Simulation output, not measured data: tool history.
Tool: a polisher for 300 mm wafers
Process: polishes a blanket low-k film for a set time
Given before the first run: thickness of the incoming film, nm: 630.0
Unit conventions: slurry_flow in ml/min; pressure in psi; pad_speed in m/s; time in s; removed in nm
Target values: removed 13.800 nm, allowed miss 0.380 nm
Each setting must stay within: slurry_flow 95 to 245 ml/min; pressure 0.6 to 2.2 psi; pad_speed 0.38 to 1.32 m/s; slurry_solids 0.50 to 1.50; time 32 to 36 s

run  hour  slurry_flow  pressure  pad_speed  slurry_solids  time  removed
  1   0.0          155       1.4       0.84           1.00    36   10.652
  2   4.8          155       1.6       0.84           1.00    36   12.161
  3   5.9          165       1.6       0.84           1.00    36   12.466
  4  10.3          165       1.6       0.84           1.00    32   11.078
     15.0  -- head pressure recalibrated
  5  15.0          165       1.7       0.84           1.00    32   11.068
  6  18.4          165       1.7       0.74           1.00    32   10.044
  7  26.9          165       1.8       0.76           1.00    32   10.902
  8  31.8          165       1.9       0.76           1.00    32   11.354
  9  32.5          170       2.0       0.78           1.00    32   12.355

5 next moves are on the table. One of them brings every result within its allowed miss. Which?
  A  33.2          135       2.2       0.76           0.95    34        ?
  B  33.2          160       2.1       0.80           0.95    34        ?
  C  33.2          120       1.8       1.12           1.15    33        ?
  D  33.2          165       2.0       0.82           1.00    33        ?
  E  33.2          230       2.0       0.70           1.05    34        ?

move  removed
   A   13.237
   B   13.620
   C   14.764
   D   13.105
   E   12.644
A: an improvement on the last run, though not all results are within tolerance
B: all results land within tolerance of their targets
C: takes the biggest miss from the last run beyond its target
D: an improvement on the last run, though not all results are within tolerance
E: an improvement on the last run, though not all results are within tolerance
The move that meets every target is B.
